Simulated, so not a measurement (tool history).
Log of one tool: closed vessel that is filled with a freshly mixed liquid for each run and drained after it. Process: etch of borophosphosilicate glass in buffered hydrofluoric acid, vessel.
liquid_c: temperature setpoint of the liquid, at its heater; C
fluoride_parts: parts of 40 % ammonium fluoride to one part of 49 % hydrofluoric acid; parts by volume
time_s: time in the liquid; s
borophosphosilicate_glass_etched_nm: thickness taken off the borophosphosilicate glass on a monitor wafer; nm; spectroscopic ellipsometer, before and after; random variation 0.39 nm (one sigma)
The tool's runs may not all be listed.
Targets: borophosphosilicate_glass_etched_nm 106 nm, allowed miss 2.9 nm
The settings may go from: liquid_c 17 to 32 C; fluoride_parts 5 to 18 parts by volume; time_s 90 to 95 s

| run | hour | liquid_c | fluoride_parts | time_s | borophosphosilicate_glass_etched_nm |
|---|---|---|---|---|---|
| 1 | 0 | 25 | 11 | 90 | 177.13 |
| 2 | 1.7 | 24 | 11 | 90 | 168.6 |
| 3 | 8.5 | 24 | 11 | 95 | 177.19 |
| 4 | 17.2 | 27.5 | 11 | 95 | 214.31 |
| 5 | 22.6 | 27.5 | 9.5 | 95 | 246.24 |
| 6 | 28.2 | 27.5 | 9.5 | 95 | 247.25 |
| 7 | 29.9 | 26 | 10 | 95 | 216.55 |
| 8 | 31.1 | 25 | 10.5 | 95 | 194.93 |
| 9 | 32.1 | 24 | 11 | 95 | 176.9 |
| 10 | 40 | 23 | 11 | 95 | 167.98 |
| 11 | 48.9 | 22 | 11 | 95 | 159.02 |
| 12 | 55.9 | 21.5 | 11 | 95 | 153.92 |
|  | 64.9 | hydrofluoric acid flow meter replaced |
| 13 | 64.9 | 21 | 11 | 95 | 160.89 |
| 14 | 72.7 | 20.5 | 11.5 | 95 | 148.48 |
| 15 | 76 | 20 | 12 | 95 | 138.32 |
| 16 | 81.9 | 19.5 | 12 | 95 | 134.97 |

Which of these 4 next moves meets every target?
| A | 87.8 | 19 | 14 | 90 | ? |
| B | 87.8 | 20 | 16 | 90 | ? |
| C | 87.8 | 22 | 15.5 | 90 | ? |
| D | 87.8 | 19.5 | 13.5 | 90 | ? |

| move | borophosphosilicate_glass_etched_nm |
|---|---|
| A | 106.96 |
| B | 99.084 |
| C | 114.15 |
| D | 113.99 |
A: meets every target
B: takes the result that was furthest off past its target
C: nearer than the last run, and not there yet
D: nearer than the last run, and not there yet
Answer: A
